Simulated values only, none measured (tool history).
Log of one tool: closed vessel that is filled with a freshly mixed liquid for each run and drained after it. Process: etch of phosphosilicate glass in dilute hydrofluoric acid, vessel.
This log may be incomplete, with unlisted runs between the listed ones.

run,hour,temperature setpoint of the liquid (K),parts of water to one part of 49 % hydrofluoric acid (parts by volume),time in the liquid (s),thickness taken off the phosphosilicate glass on a monitor wafer (nm)
1,0,294.15,65,100,123.84
2,1.7,294.15,50,100,165.73
3,5.6,294.15,40,100,206.76
4,12.1,294.15,40,105,221.18
5,16.8,295.15,40,105,228.01
6,22.6,292.15,40,105,200.21
7,27.7,293.65,40,105,212.53
8,34.4,294.65,40,105,220.29

Estimate the outcome of run 9 from the log above:
9,42.6,295.65,40,105,?

{"run 9": {"thickness taken off the phosphosilicate glass on a monitor wafer (nm)": 231.2}}

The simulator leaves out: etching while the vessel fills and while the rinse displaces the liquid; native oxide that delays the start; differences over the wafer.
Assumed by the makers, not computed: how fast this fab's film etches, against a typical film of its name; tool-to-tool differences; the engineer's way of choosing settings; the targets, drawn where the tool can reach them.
